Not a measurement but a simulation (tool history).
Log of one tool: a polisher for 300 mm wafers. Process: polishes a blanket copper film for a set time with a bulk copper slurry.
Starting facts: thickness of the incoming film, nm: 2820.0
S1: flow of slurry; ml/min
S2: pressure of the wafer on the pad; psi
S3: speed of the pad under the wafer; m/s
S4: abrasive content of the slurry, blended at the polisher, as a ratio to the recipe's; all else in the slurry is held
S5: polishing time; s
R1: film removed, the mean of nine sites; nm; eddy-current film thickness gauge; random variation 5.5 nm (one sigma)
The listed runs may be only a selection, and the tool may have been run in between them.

| run | hour | S1 | S2 | S3 | S4 | S5 | R1 |
|---|---|---|---|---|---|---|---|
| 1 | 0 | 285 | 3.1 | 0.92 | 1 | 68 | 654.15 |
| 2 | 5 | 285 | 3.1 | 0.92 | 0.85 | 68 | 628.37 |
| 3 | 7.7 | 340 | 3.1 | 0.92 | 0.85 | 68 | 642.75 |
| 4 | 8.7 | 390 | 3.1 | 0.92 | 0.85 | 68 | 677.76 |
| 5 | 13 | 365 | 2.9 | 0.92 | 0.85 | 68 | 615.43 |
| 6 | 20.7 | 350 | 2.8 | 0.92 | 0.85 | 68 | 597.33 |
| 7 | 24.7 | 350 | 2.4 | 0.92 | 0.85 | 68 | 505.35 |

What does the tool deliver on the next run?
| 8 | 33.4 | 355 | 2.4 | 0.92 | 0.85 | 68 | ? |

Logged for run 8: R1 501.22 nm.

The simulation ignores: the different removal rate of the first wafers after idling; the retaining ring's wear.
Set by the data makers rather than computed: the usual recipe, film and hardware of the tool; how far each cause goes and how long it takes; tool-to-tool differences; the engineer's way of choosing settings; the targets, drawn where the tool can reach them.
